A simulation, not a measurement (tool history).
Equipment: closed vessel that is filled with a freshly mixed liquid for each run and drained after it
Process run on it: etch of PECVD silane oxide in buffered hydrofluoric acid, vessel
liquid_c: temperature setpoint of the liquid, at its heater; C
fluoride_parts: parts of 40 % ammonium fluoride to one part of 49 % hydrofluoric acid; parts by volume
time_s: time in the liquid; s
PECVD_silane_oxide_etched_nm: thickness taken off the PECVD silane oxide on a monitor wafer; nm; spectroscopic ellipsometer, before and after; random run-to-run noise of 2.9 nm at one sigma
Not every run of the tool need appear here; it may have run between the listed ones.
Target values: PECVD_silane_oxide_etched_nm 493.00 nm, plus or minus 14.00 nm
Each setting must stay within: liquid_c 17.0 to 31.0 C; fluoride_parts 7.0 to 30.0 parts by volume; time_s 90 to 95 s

run 1 hour=0.0 | liquid_c=23.0 fluoride_parts=20.0 time_s=90 | PECVD_silane_oxide_etched_nm=207.56
run 2 hour=6.2 | liquid_c=23.0 fluoride_parts=20.0 time_s=90 | PECVD_silane_oxide_etched_nm=208.92
run 3 hour=8.1 | liquid_c=24.5 fluoride_parts=18.5 time_s=90 | PECVD_silane_oxide_etched_nm=236.62
run 4 hour=13.8 | liquid_c=25.5 fluoride_parts=16.5 time_s=90 | PECVD_silane_oxide_etched_nm=275.99
run 5 hour=16.5 | liquid_c=26.5 fluoride_parts=15.5 time_s=90 | PECVD_silane_oxide_etched_nm=313.81
run 6 hour=19.9 | liquid_c=27.5 fluoride_parts=15.0 time_s=90 | PECVD_silane_oxide_etched_nm=343.33
run 7 hour=23.3 | liquid_c=28.0 fluoride_parts=14.5 time_s=90 | PECVD_silane_oxide_etched_nm=362.08
run 8 hour=28.1 | liquid_c=28.5 fluoride_parts=14.0 time_s=90 | PECVD_silane_oxide_etched_nm=383.48
run 9 hour=31.4 | liquid_c=29.0 fluoride_parts=13.5 time_s=90 | PECVD_silane_oxide_etched_nm=414.50
run 10 hour=32.7 | liquid_c=29.5 fluoride_parts=13.5 time_s=90 | PECVD_silane_oxide_etched_nm=419.06
run 11 hour=40.8 | liquid_c=30.0 fluoride_parts=13.0 time_s=90 | PECVD_silane_oxide_etched_nm=447.71
run 12 hour=47.8 | liquid_c=31.0 fluoride_parts=12.0 time_s=90 | PECVD_silane_oxide_etched_nm=511.43

Exercise: of the 4 proposed moves below, exactly one satisfies all targets within the stated allowed misses. Which move is it?
run A hour=54.8 | liquid_c=31.0 fluoride_parts=12.0 time_s=95 | PECVD_silane_oxide_etched_nm=?
run B hour=54.8 | liquid_c=30.5 fluoride_parts=12.0 time_s=95 | PECVD_silane_oxide_etched_nm=?
run C hour=54.8 | liquid_c=31.0 fluoride_parts=13.0 time_s=95 | PECVD_silane_oxide_etched_nm=?
run D hour=54.8 | liquid_c=30.5 fluoride_parts=11.0 time_s=90 | PECVD_silane_oxide_etched_nm=?

move=A PECVD_silane_oxide_etched_nm=539.64
move=B PECVD_silane_oxide_etched_nm=525.72
move=C PECVD_silane_oxide_etched_nm=499.02
move=D PECVD_silane_oxide_etched_nm=542.25
A: lands further from the targets than the last run did
B: lands further from the targets than the last run did
C: every result within its allowed miss
D: lands further from the targets than the last run did
C is the move that brings every result within its allowed miss.
